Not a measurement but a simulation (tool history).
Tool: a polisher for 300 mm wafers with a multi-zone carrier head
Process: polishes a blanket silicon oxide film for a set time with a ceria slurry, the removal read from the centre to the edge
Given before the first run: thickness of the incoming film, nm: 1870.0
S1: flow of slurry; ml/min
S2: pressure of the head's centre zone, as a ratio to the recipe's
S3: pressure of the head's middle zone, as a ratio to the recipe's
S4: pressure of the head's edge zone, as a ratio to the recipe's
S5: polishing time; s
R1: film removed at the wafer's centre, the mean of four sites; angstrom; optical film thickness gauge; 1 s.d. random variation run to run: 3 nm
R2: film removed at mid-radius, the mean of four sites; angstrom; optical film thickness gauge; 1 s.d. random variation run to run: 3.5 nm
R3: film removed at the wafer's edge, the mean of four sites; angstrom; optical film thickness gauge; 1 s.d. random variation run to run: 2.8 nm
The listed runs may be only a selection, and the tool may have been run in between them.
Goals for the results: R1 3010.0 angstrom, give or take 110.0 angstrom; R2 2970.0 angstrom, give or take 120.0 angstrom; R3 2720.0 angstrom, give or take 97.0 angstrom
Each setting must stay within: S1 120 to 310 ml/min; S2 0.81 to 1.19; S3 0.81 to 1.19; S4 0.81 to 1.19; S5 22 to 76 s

run	hour	S1	S2	S3	S4	S5	R1	R2	R3
1	0.0	200	1.00	1.00	1.00	49	3247.3	3269.0	3280.4
2	8.8	200	1.00	0.92	1.00	49	3213.7	3066.8	3246.1
3	13.8	170	1.00	0.92	1.00	49	3180.8	2994.0	3220.9
4	18.8	175	1.00	0.93	0.97	48	3142.8	2956.8	3132.6
5	20.7	175	0.96	0.93	0.97	48	2976.4	3028.8	3060.0
6	27.9	175	0.97	0.94	0.95	48	3064.1	3016.1	3108.5
7	32.0	180	0.98	0.96	0.93	47	3064.8	3064.3	3049.9
8	34.1	160	1.03	0.98	0.83	44	2940.3	2812.2	2710.4

Which single option among these 4 for the next run brings every result within its allowed miss of target? Just one does.
A	36.2	150	1.05	0.96	0.84	44	?	?	?
B	36.2	180	1.02	0.95	0.81	43	?	?	?
C	36.2	135	1.07	1.05	0.83	45	?	?	?
D	36.2	165	0.99	0.93	0.95	44	?	?	?

move	R1	R2	R3
A	2924.6	2754.6	2731.3
B	2856.0	2737.7	2689.5
C	2995.8	2990.2	2748.1
D	2798.2	2719.9	2870.3
A: further off than the last run
B: further off than the last run
C: all results in spec
D: further off than the last run
C is the move that brings every result within its allowed miss.
